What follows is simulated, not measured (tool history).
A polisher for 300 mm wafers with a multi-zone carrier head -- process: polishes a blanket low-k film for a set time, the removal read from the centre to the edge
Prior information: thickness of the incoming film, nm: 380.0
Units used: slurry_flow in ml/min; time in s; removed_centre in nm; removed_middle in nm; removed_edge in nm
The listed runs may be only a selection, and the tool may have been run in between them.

run,hour,slurry_flow,centre_zone,middle_zone,edge_zone,slurry_solids,time,removed_centre,removed_middle,removed_edge
1,0.0,175,1.00,1.00,1.00,1.00,66,23.582,23.214,23.655
2,4.9,175,1.00,1.03,1.00,1.00,66,23.390,23.580,23.319
3,7.2,185,1.02,1.03,1.04,1.15,68,26.527,27.018,27.208
4,15.7,185,1.02,1.06,1.04,1.15,68,27.045,27.355,26.400
5,18.8,160,1.02,1.06,1.04,1.15,68,25.996,26.384,26.181
6,23.0,160,1.02,1.06,1.04,1.15,62,23.857,24.067,24.439
7,25.0,210,1.10,1.09,1.14,1.40,70,33.701,32.251,32.914
8,25.7,215,1.10,1.09,1.15,1.40,70,33.665,32.739,32.403

Expected results for the next run?
9,28.3,215,1.10,1.09,1.15,1.40,70,?,?,?

{"run 9": {"removed_centre": 33.976, "removed_middle": 32.729, "removed_edge": 33.222}}

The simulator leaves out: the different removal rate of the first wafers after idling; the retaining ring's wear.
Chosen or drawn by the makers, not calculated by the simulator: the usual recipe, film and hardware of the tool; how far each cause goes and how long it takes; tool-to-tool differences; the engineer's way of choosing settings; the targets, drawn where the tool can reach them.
